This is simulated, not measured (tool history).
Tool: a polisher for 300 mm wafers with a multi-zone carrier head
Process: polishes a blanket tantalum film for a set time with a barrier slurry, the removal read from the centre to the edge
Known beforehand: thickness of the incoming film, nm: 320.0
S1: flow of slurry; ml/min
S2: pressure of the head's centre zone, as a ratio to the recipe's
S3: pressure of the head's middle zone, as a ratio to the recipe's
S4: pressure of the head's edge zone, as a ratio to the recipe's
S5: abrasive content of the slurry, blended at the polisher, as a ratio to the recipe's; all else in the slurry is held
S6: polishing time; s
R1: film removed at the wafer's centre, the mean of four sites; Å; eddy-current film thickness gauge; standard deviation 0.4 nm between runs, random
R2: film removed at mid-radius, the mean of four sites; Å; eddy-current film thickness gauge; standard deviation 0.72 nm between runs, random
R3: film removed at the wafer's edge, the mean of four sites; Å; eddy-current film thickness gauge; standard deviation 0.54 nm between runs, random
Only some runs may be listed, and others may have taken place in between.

{"run": 1, "hour": 0.0, "S1": 235, "S2": 1, "S3": 1, "S4": 1, "S5": 1, "S6": 57, "R1": 1036.7, "R2": 1060.6, "R3": 1059.5}
{"run": 2, "hour": 4.3, "S1": 220, "S2": 0.97, "S3": 0.94, "S4": 0.98, "S5": 0.85, "S6": 50, "R1": 858.54, "R2": 797.62, "R3": 885.36}
{"run": 3, "hour": 12.4, "S1": 210, "S2": 0.92, "S3": 0.94, "S4": 0.94, "S5": 0.75, "S6": 46, "R1": 734.11, "R2": 725.22, "R3": 765.13}
{"run": 4, "hour": 16.3, "S1": 210, "S2": 0.92, "S3": 0.94, "S4": 0.87, "S5": 0.75, "S6": 46, "R1": 725.34, "R2": 736.1, "R3": 746.84}
{"run": 5, "hour": 24.5, "S1": 210, "S2": 0.92, "S3": 0.94, "S4": 0.87, "S5": 0.75, "S6": 56, "R1": 899.78, "R2": 874.85, "R3": 904.01}
{"run": 6, "hour": 25.4, "S1": 210, "S2": 0.92, "S3": 0.94, "S4": 0.87, "S5": 0.75, "S6": 66, "R1": 1036.9, "R2": 1040.7, "R3": 1061.7}
{"run": 7, "hour": 31.4, "S1": 160, "S2": 0.82, "S3": 0.84, "S4": 0.86, "S5": 0.5, "S6": 50, "R1": 641.68, "R2": 624.31, "R3": 708.1}
{"run": 8, "hour": 36.4, "S1": 155, "S2": 0.82, "S3": 0.83, "S4": 0.86, "S5": 0.5, "S6": 47, "R1": 609.05, "R2": 596.38, "R3": 671.91}
{"run": 9, "hour": 40.0, "S1": 150, "S2": 0.82, "S3": 0.82, "S4": 0.87, "S5": 0.5, "S6": 45, "R1": 576.27, "R2": 559.1, "R3": 630.44}
{"run": 10, "hour": 41.0, "S1": 150, "S2": 0.82, "S3": 0.82, "S4": 0.88, "S5": 0.5, "S6": 44, "R1": 552.8, "R2": 543.32, "R3": 623.95}

What will run 11 give?
{"run": 11, "hour": 47.6, "S1": 150, "S2": 0.82, "S3": 0.82, "S4": 0.88, "S5": 0.5, "S6": 44, "R1": "?", "R2": "?", "R3": "?"}

{"run 11": {"R1": 564.34, "R2": 538.41, "R3": 625.25}}
